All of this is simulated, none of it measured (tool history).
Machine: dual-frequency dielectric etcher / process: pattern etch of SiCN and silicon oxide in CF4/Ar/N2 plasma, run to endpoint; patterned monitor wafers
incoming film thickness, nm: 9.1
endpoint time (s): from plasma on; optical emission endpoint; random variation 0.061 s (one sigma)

Run 1, day 0.000: source power (W) 430, bias power (W) 97, Ar flow (sccm) 83, CF4 flow (sccm) 50. Result: endpoint time (s) 9.1488.
Run 2, day 0.025: source power (W) 430, bias power (W) 97, Ar flow (sccm) 83, CF4 flow (sccm) 45. Result: endpoint time (s) 9.2256.
Run 3, day 0.362: source power (W) 430, bias power (W) 97, Ar flow (sccm) 83, CF4 flow (sccm) 51. Result: endpoint time (s) 9.0060.
Run 4, day 0.542: source power (W) 430, bias power (W) 97, Ar flow (sccm) 96, CF4 flow (sccm) 51. Result: endpoint time (s) 9.1405.
Run 5, day 0.808: source power (W) 430, bias power (W) 97, Ar flow (sccm) 96, CF4 flow (sccm) 57. Result: endpoint time (s) 9.0965.
Run 6, day 0.875: source power (W) 440, bias power (W) 97, Ar flow (sccm) 96, CF4 flow (sccm) 57. Result: endpoint time (s) 8.7857.

Run 7, settings as shown, results not yet in. Your forecast:
Run 7, day 0.942: source power (W) 450, bias power (W) 97, Ar flow (sccm) 96, CF4 flow (sccm) 57. Result: endpoint time (s) ?.

Run 7 yielded endpoint time (s) 8.6089.
